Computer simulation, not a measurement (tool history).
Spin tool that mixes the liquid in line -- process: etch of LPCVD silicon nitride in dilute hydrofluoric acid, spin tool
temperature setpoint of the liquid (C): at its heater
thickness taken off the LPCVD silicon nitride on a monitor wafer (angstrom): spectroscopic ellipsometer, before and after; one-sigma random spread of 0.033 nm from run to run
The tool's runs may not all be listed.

| run | hour | temperature setpoint of the liquid (C) | parts of water to one part of 49 % hydrofluoric acid (parts by volume) | time under the liquid (s) | thickness taken off the LPCVD silicon nitride on a monitor wafer (angstrom) |
|---|---|---|---|---|---|
| 1 | 0.0 | 24.0 | 65 | 320 | 21.940 |
| 2 | 2.0 | 26.5 | 65 | 320 | 25.910 |
| 3 | 4.7 | 26.5 | 75 | 320 | 22.833 |
| 4 | 9.7 | 26.5 | 75 | 340 | 22.945 |
| 5 | 18.5 | 30.0 | 75 | 340 | 29.267 |
| 6 | 22.8 | 29.0 | 75 | 340 | 26.651 |

Run 7, settings as shown, results not yet in. Your forecast:
| 7 | 25.0 | 28.0 | 75 | 340 | ? |

thickness taken off the LPCVD silicon nitride on a monitor wafer (angstrom): 26.206
